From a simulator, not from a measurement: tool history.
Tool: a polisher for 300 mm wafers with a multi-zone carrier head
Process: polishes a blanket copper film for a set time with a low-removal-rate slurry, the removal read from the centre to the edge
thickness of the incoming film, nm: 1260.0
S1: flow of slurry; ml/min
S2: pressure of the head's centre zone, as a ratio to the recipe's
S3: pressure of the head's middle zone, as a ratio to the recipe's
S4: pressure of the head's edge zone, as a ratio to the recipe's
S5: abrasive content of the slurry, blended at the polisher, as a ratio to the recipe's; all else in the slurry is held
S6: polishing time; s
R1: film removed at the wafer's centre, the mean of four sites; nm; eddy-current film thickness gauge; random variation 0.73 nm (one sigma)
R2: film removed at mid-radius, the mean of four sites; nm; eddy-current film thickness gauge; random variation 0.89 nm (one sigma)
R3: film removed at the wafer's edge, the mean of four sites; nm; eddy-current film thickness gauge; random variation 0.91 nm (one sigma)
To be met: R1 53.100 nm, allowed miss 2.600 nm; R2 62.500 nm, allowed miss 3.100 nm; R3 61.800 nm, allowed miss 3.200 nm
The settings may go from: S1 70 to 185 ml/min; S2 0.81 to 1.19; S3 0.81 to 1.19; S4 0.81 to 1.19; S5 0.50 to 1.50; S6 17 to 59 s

run,hour,S1,S2,S3,S4,S5,S6,R1,R2,R3
1,0.0,120,1.00,1.00,1.00,1.00,38,73.879,79.111,75.170
2,6.8,120,1.00,1.00,1.04,1.00,38,73.074,77.602,76.196
3,11.1,120,0.99,1.00,1.04,0.95,38,73.220,76.045,76.497
4,14.1,120,0.99,1.00,1.04,0.95,41,77.132,81.927,82.208
5,20.4,120,0.98,1.00,1.03,0.90,40,74.901,78.581,79.207
6,25.4,100,0.98,1.00,1.03,0.90,40,69.824,76.575,76.462
7,29.9,100,0.97,1.00,1.02,0.85,40,69.693,75.342,73.061
8,30.7,95,0.96,1.00,1.02,0.85,40,67.291,73.188,73.314
9,33.8,95,0.95,1.00,1.01,0.85,40,64.478,73.709,73.361
10,38.9,90,0.93,0.96,0.93,0.60,37,51.979,58.837,57.588

4 next moves are on the table. One of them brings every result within its allowed miss. Which?
A,44.0,125,0.84,1.02,0.93,0.55,38,?,?,?
B,44.0,110,0.85,0.94,0.94,0.85,34,?,?,?
C,44.0,80,0.85,1.06,0.82,0.80,40,?,?,?
D,44.0,100,0.94,1.01,0.88,0.65,39,?,?,?

move,R1,R2,R3
A,53.233,67.064,61.584
B,51.896,60.629,60.629
C,52.875,69.526,61.192
D,59.491,66.928,61.653
A: brings the result that was furthest off to its target, and leaves another outside
B: meets every target
C: brings the result that was furthest off to its target, and leaves another outside
D: brings the result that was furthest off to its target, and leaves another outside
Move B is the one to make.
